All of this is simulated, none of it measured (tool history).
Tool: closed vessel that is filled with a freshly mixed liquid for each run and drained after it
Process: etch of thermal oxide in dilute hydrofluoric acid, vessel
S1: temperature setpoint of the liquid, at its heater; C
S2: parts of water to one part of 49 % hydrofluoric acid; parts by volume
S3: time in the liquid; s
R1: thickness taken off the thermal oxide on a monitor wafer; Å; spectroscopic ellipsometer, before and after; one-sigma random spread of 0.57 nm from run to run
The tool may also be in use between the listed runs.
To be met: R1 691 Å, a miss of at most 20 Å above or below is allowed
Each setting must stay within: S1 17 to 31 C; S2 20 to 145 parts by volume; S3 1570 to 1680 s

{"run": 1, "hour": 0.0, "S1": 23, "S2": 80, "S3": 1570, "R1": 923.94}
{"run": 2, "hour": 3.8, "S1": 21, "S2": 80, "S3": 1570, "R1": 850.03}
{"run": 3, "hour": 8.7, "S1": 21, "S2": 55, "S3": 1570, "R1": 1273}
{"run": 4, "hour": 16.9, "S1": 20, "S2": 65, "S3": 1570, "R1": 1008.6}
{"run": 5, "hour": 18.0, "S1": 19, "S2": 70, "S3": 1570, "R1": 897.94}
{"run": 6, "hour": 21.5, "S1": 20.5, "S2": 70, "S3": 1570, "R1": 960.59}
{"run": 7, "hour": 22.3, "S1": 19.5, "S2": 75, "S3": 1570, "R1": 844.47}
{"run": 8, "hour": 26.8, "S1": 18.5, "S2": 75, "S3": 1570, "R1": 803}
{"run": 9, "hour": 33.4, "S1": 17, "S2": 85, "S3": 1570, "R1": 663.35}

4 next moves are on the table. One of them brings every result within its allowed miss. Which?
{"run": "A", "hour": 40.0, "S1": 17, "S2": 90, "S3": 1595, "R1": "?"}
{"run": "B", "hour": 40.0, "S1": 17, "S2": 95, "S3": 1650, "R1": "?"}
{"run": "C", "hour": 40.0, "S1": 19.5, "S2": 90, "S3": 1570, "R1": "?"}
{"run": "D", "hour": 40.0, "S1": 17, "S2": 90, "S3": 1600, "R1": "?"}

move=A R1=629.79
move=B R1=613.98
move=C R1=688.51
move=D R1=631.77
A: moves away from the targets compared with the last run
B: moves away from the targets compared with the last run
C: hits every target within its allowed miss
D: moves away from the targets compared with the last run
Go with C: it meets all targets.

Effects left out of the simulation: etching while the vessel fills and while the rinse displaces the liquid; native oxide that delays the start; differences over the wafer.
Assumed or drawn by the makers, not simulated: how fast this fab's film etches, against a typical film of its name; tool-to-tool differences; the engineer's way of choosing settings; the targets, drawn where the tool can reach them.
